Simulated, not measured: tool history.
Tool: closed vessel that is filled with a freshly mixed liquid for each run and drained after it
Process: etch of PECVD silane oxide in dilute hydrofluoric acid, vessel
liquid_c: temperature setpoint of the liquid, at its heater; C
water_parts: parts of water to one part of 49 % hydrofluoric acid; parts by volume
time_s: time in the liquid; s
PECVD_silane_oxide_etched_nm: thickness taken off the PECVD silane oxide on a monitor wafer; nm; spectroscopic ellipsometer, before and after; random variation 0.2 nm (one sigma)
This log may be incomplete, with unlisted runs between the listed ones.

| run | hour | liquid_c | water_parts | time_s | PECVD_silane_oxide_etched_nm |
|---|---|---|---|---|---|
| 1 | 0 | 24 | 105 | 90 | 28.318 |
| 2 | 7.8 | 25 | 105 | 90 | 29.42 |
| 3 | 10.7 | 26 | 105 | 90 | 30.698 |
| 4 | 16.1 | 26 | 105 | 95 | 32.535 |
| 5 | 20.5 | 24 | 105 | 95 | 30.12 |
| 6 | 21.1 | 24 | 105 | 90 | 28.371 |
| 7 | 25.3 | 25 | 105 | 90 | 29.567 |

Run 8, settings as shown, results not yet in. Your forecast:
| 8 | 27.2 | 29 | 100 | 90 | ? |

Run 8 came out at PECVD_silane_oxide_etched_nm 36.38 nm.
